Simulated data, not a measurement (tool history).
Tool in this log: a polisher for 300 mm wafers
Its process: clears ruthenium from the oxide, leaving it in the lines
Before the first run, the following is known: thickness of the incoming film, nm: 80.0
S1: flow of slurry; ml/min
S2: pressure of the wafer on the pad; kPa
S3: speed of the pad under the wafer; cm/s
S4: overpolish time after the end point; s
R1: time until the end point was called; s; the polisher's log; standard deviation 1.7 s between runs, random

run  hour   S1    S2   S3  S4       R1
  1   0.0  200  11.7  110   9   89.869
  2   6.4  200  11.7  110   7   89.677
  3  13.3  200  11.0  108   7   94.777
  4  14.0  200  10.3  104   7  105.410
  5  15.4  200   7.6  104   7  139.960
  6  21.3  200   7.6  130   7  114.670
  7  24.3  195   7.6  126   7  118.920
  8  27.8  190   7.6  122   7  121.020
  9  34.3  190   7.6  118   7  125.680

Expected results for the next run?
 10  35.8  190  7.6  114   7   ?

{"run 10": {"R1": 130.73}}
